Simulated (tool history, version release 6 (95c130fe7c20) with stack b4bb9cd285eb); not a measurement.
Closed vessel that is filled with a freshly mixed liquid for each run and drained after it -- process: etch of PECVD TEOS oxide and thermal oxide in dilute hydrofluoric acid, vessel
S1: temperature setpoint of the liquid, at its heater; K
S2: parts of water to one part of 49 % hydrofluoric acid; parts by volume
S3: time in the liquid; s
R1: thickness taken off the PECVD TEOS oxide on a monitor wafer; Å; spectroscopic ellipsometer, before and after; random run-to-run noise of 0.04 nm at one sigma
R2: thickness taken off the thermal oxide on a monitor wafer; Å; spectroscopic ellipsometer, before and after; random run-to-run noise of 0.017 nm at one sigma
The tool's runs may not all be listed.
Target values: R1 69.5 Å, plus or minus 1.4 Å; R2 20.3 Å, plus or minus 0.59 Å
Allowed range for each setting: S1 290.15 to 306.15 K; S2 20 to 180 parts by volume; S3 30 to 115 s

{"run": 1, "hour": 0.0, "S1": 298.15, "S2": 100, "S3": 60, "R1": 99.962, "R2": 29.007}
{"run": 2, "hour": 5.5, "S1": 295.65, "S2": 100, "S3": 60, "R1": 90.507, "R2": 26.749}
{"run": 3, "hour": 11.6, "S1": 294.15, "S2": 105, "S3": 60, "R1": 81.453, "R2": 23.619}
{"run": 4, "hour": 19.6, "S1": 296.15, "S2": 105, "S3": 60, "R1": 86.813, "R2": 25.261}
{"run": 5, "hour": 26.7, "S1": 294.15, "S2": 105, "S3": 60, "R1": 80.872, "R2": 23.06}
{"run": 6, "hour": 34.5, "S1": 294.15, "S2": 105, "S3": 80, "R1": 109.14, "R2": 31.535}
{"run": 7, "hour": 36.8, "S1": 294.15, "S2": 105, "S3": 80, "R1": 106.41, "R2": 31.186}
{"run": 8, "hour": 40.6, "S1": 292.65, "S2": 115, "S3": 80, "R1": 91.268, "R2": 26.737}
{"run": 9, "hour": 46.5, "S1": 292.65, "S2": 115, "S3": 80, "R1": 91.824, "R2": 26.581}
{"run": 10, "hour": 55.3, "S1": 291.65, "S2": 120, "S3": 80, "R1": 83.282, "R2": 24.345}
{"run": 11, "hour": 62.9, "S1": 291.15, "S2": 125, "S3": 80, "R1": 78.905, "R2": 22.797}

Below are 4 possible settings for the next run. Only one of them brings all results inside the allowed miss of their targets. Which is it?
{"run": "A", "hour": 70.5, "S1": 290.15, "S2": 135, "S3": 85, "R1": "?", "R2": "?"}
{"run": "B", "hour": 70.5, "S1": 290.15, "S2": 115, "S3": 65, "R1": "?", "R2": "?"}
{"run": "C", "hour": 70.5, "S1": 291.65, "S2": 150, "S3": 85, "R1": "?", "R2": "?"}
{"run": "D", "hour": 70.5, "S1": 290.15, "S2": 90, "S3": 55, "R1": "?", "R2": "?"}

move=A R1=72.751 R2=21.43
move=B R1=66.631 R2=19.627
move=C R1=68.583 R2=20.202
move=D R1=73.931 R2=21.777
A: moves toward the targets from the last run without getting all of them in spec
B: pushes the last run's worst result past its target
C: hits every target within its allowed miss
D: moves toward the targets from the last run without getting all of them in spec
The right move is C.
